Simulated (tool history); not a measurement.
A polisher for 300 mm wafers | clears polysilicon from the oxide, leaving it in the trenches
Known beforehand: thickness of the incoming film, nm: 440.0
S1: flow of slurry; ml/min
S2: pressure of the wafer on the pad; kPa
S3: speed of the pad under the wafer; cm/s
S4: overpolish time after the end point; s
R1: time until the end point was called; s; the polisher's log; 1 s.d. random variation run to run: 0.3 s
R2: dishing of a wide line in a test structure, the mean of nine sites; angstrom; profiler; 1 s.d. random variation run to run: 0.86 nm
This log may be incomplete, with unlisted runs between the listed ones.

run	hour	S1	S2	S3	S4	R1	R2
1	0	155	13.1	106	17	49.46	405.92
2	2.6	155	16.5	106	17	39.643	424.44
3	3.3	140	16.5	106	17	40.791	419.25
4	10.5	150	17.2	106	14	38.069	417.19
5	17.4	155	17.9	106	12	36.181	408.15
6	23.5	155	15.9	106	12	41.159	402.38
7	26.1	165	16.5	106	11	39.751	410.9
8	29.7	160	17.2	106	10	38.415	402.87
9	34.1	160	17.9	106	9	36.118	409.22
10	37	155	18.6	106	8	35.104	384.74

What does the tool deliver on the next run?
11	41.7	160	18.6	106	8	?	?

{"run 11": {"R1": 34.841, "R2": 376.56}}
